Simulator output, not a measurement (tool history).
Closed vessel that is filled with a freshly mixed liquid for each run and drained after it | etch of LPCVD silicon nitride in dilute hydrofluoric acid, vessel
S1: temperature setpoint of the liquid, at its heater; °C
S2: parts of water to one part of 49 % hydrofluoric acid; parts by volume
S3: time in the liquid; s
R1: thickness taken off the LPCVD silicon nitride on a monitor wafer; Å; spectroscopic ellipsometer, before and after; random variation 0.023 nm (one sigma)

run  hour    S1   S2    S3      R1
  1     0    22   95  1470  70.587
  2   3.8    22   95  1470  70.474
  3   9.9    22   95  1580  76.476
  4  12.9    22   95  1580  75.569
  5  14.4  20.5  105  1580  62.027
  6    21  20.5   85  1580  76.354
  7  29.2  19.5   95  1580  64.123
  8  33.1  18.5  105  1580   54.48
  9  35.1    18  110  1580  49.826

Forecast run 10:
 10  38.4  17.5  115  1580   ?

R1: 46.476 Å

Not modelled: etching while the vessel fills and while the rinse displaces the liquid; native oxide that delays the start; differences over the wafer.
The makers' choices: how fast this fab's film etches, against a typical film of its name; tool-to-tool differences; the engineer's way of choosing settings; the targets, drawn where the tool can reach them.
